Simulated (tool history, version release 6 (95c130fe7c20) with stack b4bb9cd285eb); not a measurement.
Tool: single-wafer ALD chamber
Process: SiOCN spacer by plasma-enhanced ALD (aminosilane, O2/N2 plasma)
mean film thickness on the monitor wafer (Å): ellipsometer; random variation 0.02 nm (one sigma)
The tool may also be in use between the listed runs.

run,hour,heater temperature setpoint (deg C),number of ALD cycles (cycles),mean film thickness on the monitor wafer (Å)
1,0.0,420,45,25.644
2,4.9,414,45,26.058
3,10.4,410,45,26.456
4,18.7,400,45,26.939
5,25.1,400,50,30.231
6,30.9,400,45,27.038
7,31.6,400,47,28.022
8,32.3,400,47,28.178

Forecast run 9:
9,39.5,400,48,?

Run 9 gave mean film thickness on the monitor wafer (Å) 29.155.

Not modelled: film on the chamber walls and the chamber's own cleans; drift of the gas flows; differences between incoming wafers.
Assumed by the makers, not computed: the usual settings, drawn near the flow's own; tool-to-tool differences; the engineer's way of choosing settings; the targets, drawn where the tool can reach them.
